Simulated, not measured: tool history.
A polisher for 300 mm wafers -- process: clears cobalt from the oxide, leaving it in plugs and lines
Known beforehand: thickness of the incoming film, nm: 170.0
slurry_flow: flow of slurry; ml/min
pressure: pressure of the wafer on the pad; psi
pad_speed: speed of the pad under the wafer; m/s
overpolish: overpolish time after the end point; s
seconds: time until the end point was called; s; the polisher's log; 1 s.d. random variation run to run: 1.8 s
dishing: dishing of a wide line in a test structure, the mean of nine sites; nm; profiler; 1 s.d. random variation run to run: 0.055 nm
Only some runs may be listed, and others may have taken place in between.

| run | day | slurry_flow | pressure | pad_speed | overpolish | seconds | dishing |
|---|---|---|---|---|---|---|---|
| 1 | 0 | 200 | 1.6 | 1.28 | 10 | 45.301 | 22.765 |
| 2 | 0.062 | 200 | 1.6 | 1.16 | 10 | 49.062 | 21.622 |
| 3 | 0.325 | 190 | 1.5 | 1.08 | 9 | 56.613 | 19.492 |
| 4 | 0.583 | 155 | 1.5 | 1.08 | 9 | 61.034 | 18.197 |
| 5 | 0.717 | 155 | 1.2 | 1.08 | 9 | 70.33 | 16.393 |
|  | 0.908 | slurry nozzle cleaned |
| 6 | 0.908 | 150 | 1.1 | 1.02 | 8 | 72.748 | 14.833 |
| 7 | 1.104 | 145 | 1 | 0.96 | 7 | 80.959 | 12.265 |
| 8 | 1.4 | 145 | 1 | 0.96 | 7 | 78.212 | 12.231 |
| 9 | 1.479 | 140 | 1 | 0.92 | 6 | 84.493 | 10.362 |
| 10 | 1.542 | 120 | 0.9 | 0.58 | 3 | 146.9 | 3.3871 |
| 11 | 1.867 | 135 | 1 | 0.58 | 3 | 133.64 | 3.7774 |
| 12 | 1.971 | 150 | 1.1 | 0.58 | 3 | 121.28 | 4.0866 |

The next listed run, before its measurement:
| 13 | 2.121 | 160 | 1.1 | 0.58 | 3 | ? | ? |

Run 13 produced seconds 119.98 s, dishing 4.1149 nm.
